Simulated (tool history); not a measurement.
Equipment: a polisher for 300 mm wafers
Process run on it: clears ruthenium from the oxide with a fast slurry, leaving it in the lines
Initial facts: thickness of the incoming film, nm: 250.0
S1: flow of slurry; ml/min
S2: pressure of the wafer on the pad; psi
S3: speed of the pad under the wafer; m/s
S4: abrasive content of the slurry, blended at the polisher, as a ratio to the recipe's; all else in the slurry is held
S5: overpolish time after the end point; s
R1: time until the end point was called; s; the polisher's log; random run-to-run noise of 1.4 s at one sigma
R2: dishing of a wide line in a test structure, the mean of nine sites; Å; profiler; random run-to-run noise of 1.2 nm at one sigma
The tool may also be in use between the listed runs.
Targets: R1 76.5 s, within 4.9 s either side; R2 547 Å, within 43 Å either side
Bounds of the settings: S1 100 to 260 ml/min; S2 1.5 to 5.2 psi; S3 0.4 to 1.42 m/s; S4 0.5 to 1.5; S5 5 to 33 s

Run 1, hour 0: S1 165 ml/min, S2 3.3 psi, S3 0.9 m/s, S4 1, S5 17 s. Result: R1 59.773 s, R2 509.52 Å.
Run 2, hour 6.3: S1 165 ml/min, S2 3.2 psi, S3 0.9 m/s, S4 1, S5 18 s. Result: R1 60.944 s, R2 514.39 Å.
Run 3, hour 15: S1 165 ml/min, S2 3.2 psi, S3 0.9 m/s, S4 1, S5 21 s. Result: R1 60.019 s, R2 589.89 Å.
Run 4, hour 23.9: S1 165 ml/min, S2 3.1 psi, S3 0.9 m/s, S4 1, S5 22 s. Result: R1 65.427 s, R2 596.4 Å.
Run 5, hour 28.4: S1 165 ml/min, S2 3.1 psi, S3 0.98 m/s, S4 1, S5 22 s. Result: R1 57.066 s, R2 665.94 Å.
Run 6, hour 33.1: S1 195 ml/min, S2 3.1 psi, S3 0.98 m/s, S4 1, S5 22 s. Result: R1 54.628 s, R2 651.33 Å.
Run 7, hour 40.2: S1 190 ml/min, S2 2.9 psi, S3 0.98 m/s, S4 1, S5 22 s. Result: R1 63.351 s, R2 628.47 Å.
Run 8, hour 45.8: S1 190 ml/min, S2 2.8 psi, S3 0.98 m/s, S4 1, S5 22 s. Result: R1 64.39 s, R2 594.88 Å.
Run 9, hour 49.4: S1 190 ml/min, S2 2.7 psi, S3 0.98 m/s, S4 1, S5 22 s. Result: R1 67.176 s, R2 557.54 Å.
Run 10, hour 54: S1 190 ml/min, S2 2.7 psi, S3 0.98 m/s, S4 1, S5 22 s. Result: R1 66.722 s, R2 584.68 Å.
At hour 62: slurry blender recalibrated.
Run 11, hour 62: S1 190 ml/min, S2 2.6 psi, S3 0.98 m/s, S4 1, S5 22 s. Result: R1 59.577 s, R2 634.99 Å.
Run 12, hour 63.6: S1 190 ml/min, S2 2.6 psi, S3 0.94 m/s, S4 1, S5 22 s. Result: R1 60.612 s, R2 633.74 Å.
Run 13, hour 71.1: S1 180 ml/min, S2 2.5 psi, S3 0.94 m/s, S4 0.95, S5 22 s. Result: R1 62.268 s, R2 614.82 Å.
Run 14, hour 74.3: S1 180 ml/min, S2 2.4 psi, S3 0.9 m/s, S4 0.95, S5 22 s. Result: R1 69.661 s, R2 523.24 Å.

Pick the move, out of 5, that brings all results within their allowed miss; only one does.
Run A, hour 77.5: S1 180 ml/min, S2 2.2 psi, S3 1.04 m/s, S4 0.95, S5 21 s. Result: R1 ?, R2 ?.
Run B, hour 77.5: S1 165 ml/min, S2 2.3 psi, S3 0.9 m/s, S4 0.95, S5 24 s. Result: R1 ?, R2 ?.
Run C, hour 77.5: S1 185 ml/min, S2 2.7 psi, S3 0.86 m/s, S4 0.95, S5 20 s. Result: R1 ?, R2 ?.
Run D, hour 77.5: S1 155 ml/min, S2 3.1 psi, S3 0.76 m/s, S4 1.15, S5 18 s. Result: R1 ?, R2 ?.
Run E, hour 77.5: S1 200 ml/min, S2 2.4 psi, S3 1.2 m/s, S4 0.55, S5 19 s. Result: R1 ?, R2 ?.

move      R1      R2
   A  69.414  552.16
   B  77.358  564.07
   C  68.131  538.17
   D  64.343  516.42
   E  67.093  521.87
A: no better and no worse than the last run
B: every result lands within tolerance
C: lands further from the targets than the last run did
D: lands further from the targets than the last run did
E: lands further from the targets than the last run did
So the answer is move B, the one that meets all the targets.
